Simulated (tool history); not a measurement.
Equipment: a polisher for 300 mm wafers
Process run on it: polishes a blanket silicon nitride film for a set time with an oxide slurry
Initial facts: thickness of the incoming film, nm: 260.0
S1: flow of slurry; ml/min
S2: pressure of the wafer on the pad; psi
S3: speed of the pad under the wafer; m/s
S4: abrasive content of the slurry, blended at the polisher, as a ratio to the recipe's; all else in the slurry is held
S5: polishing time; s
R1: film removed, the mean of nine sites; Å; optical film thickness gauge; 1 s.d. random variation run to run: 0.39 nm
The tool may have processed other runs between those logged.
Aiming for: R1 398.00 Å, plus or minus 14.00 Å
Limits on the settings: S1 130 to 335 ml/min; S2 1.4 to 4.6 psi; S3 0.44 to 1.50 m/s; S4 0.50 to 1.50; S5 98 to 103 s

Run 1, hour 0.0: S1 215 ml/min, S2 3.0 psi, S3 0.96 m/s, S4 1.00, S5 98 s. Result: R1 529.34 Å.
Run 2, hour 2.0: S1 240 ml/min, S2 3.0 psi, S3 0.96 m/s, S4 1.00, S5 98 s. Result: R1 531.92 Å.
Run 3, hour 7.2: S1 240 ml/min, S2 3.0 psi, S3 0.96 m/s, S4 1.00, S5 103 s. Result: R1 562.41 Å.
Run 4, hour 9.9: S1 240 ml/min, S2 2.7 psi, S3 0.96 m/s, S4 1.00, S5 103 s. Result: R1 518.98 Å.
Run 5, hour 12.7: S1 215 ml/min, S2 2.7 psi, S3 0.96 m/s, S4 1.00, S5 103 s. Result: R1 495.17 Å.
Run 6, hour 14.5: S1 205 ml/min, S2 2.6 psi, S3 0.96 m/s, S4 1.00, S5 103 s. Result: R1 490.88 Å.
Run 7, hour 19.9: S1 205 ml/min, S2 2.4 psi, S3 0.96 m/s, S4 1.00, S5 103 s. Result: R1 459.60 Å.
Run 8, hour 20.8: S1 205 ml/min, S2 2.3 psi, S3 0.96 m/s, S4 1.00, S5 103 s. Result: R1 433.10 Å.
Run 9, hour 25.5: S1 205 ml/min, S2 2.2 psi, S3 0.96 m/s, S4 1.00, S5 103 s. Result: R1 427.90 Å.
Run 10, hour 26.6: S1 200 ml/min, S2 1.9 psi, S3 0.96 m/s, S4 1.00, S5 103 s. Result: R1 366.52 Å.

Of the 5 settings listed for the next run, only one would bring every result within its allowed miss of target. Which one?
Run A, hour 27.7: S1 160 ml/min, S2 1.9 psi, S3 0.96 m/s, S4 0.95, S5 103 s. Result: R1 ?.
Run B, hour 27.7: S1 215 ml/min, S2 1.9 psi, S3 0.94 m/s, S4 0.95, S5 99 s. Result: R1 ?.
Run C, hour 27.7: S1 230 ml/min, S2 2.2 psi, S3 0.86 m/s, S4 0.95, S5 98 s. Result: R1 ?.
Run D, hour 27.7: S1 230 ml/min, S2 2.2 psi, S3 0.84 m/s, S4 1.10, S5 102 s. Result: R1 ?.
Run E, hour 27.7: S1 170 ml/min, S2 1.7 psi, S3 1.08 m/s, S4 1.15, S5 99 s. Result: R1 ?.

move      R1
   A  355.97
   B  352.53
   C  368.27
   D  395.64
   E  372.45
A: moves away from the targets compared with the last run
B: moves away from the targets compared with the last run
C: closes in on the targets versus the last run, not all within tolerance yet
D: meets every target
E: closes in on the targets versus the last run, not all within tolerance yet
Answer: D

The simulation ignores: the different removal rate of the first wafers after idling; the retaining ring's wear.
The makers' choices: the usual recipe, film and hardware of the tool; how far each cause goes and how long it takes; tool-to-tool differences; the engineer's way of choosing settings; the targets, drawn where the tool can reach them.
